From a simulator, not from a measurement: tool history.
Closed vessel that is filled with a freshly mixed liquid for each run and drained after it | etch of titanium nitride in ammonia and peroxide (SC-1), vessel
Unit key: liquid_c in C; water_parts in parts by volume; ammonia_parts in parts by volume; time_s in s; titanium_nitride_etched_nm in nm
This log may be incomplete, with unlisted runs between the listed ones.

Run 1, hour 0.0: liquid_c 52.0 C, water_parts 27.5 parts by volume, ammonia_parts 0.6 parts by volume, time_s 585 s. Result: titanium_nitride_etched_nm 35.666 nm.
Run 2, hour 7.5: liquid_c 48.0 C, water_parts 27.5 parts by volume, ammonia_parts 0.6 parts by volume, time_s 585 s. Result: titanium_nitride_etched_nm 27.354 nm.
Run 3, hour 8.9: liquid_c 45.5 C, water_parts 28.0 parts by volume, ammonia_parts 0.6 parts by volume, time_s 585 s. Result: titanium_nitride_etched_nm 22.726 nm.
Run 4, hour 15.1: liquid_c 45.5 C, water_parts 34.5 parts by volume, ammonia_parts 0.6 parts by volume, time_s 585 s. Result: titanium_nitride_etched_nm 20.072 nm.
Run 5, hour 22.4: liquid_c 41.5 C, water_parts 34.5 parts by volume, ammonia_parts 0.6 parts by volume, time_s 585 s. Result: titanium_nitride_etched_nm 15.058 nm.
Run 6, hour 29.4: liquid_c 41.5 C, water_parts 34.5 parts by volume, ammonia_parts 0.6 parts by volume, time_s 630 s. Result: titanium_nitride_etched_nm 16.185 nm.
Run 7, hour 35.2: liquid_c 41.0 C, water_parts 34.5 parts by volume, ammonia_parts 0.6 parts by volume, time_s 630 s. Result: titanium_nitride_etched_nm 15.730 nm.

Expected results for the next run?
At hour 37.7: thermometer replaced.
Run 8, hour 37.7: liquid_c 40.5 C, water_parts 34.5 parts by volume, ammonia_parts 0.6 parts by volume, time_s 630 s. Result: titanium_nitride_etched_nm ?.

Run 8 gave titanium_nitride_etched_nm 12.822 nm.
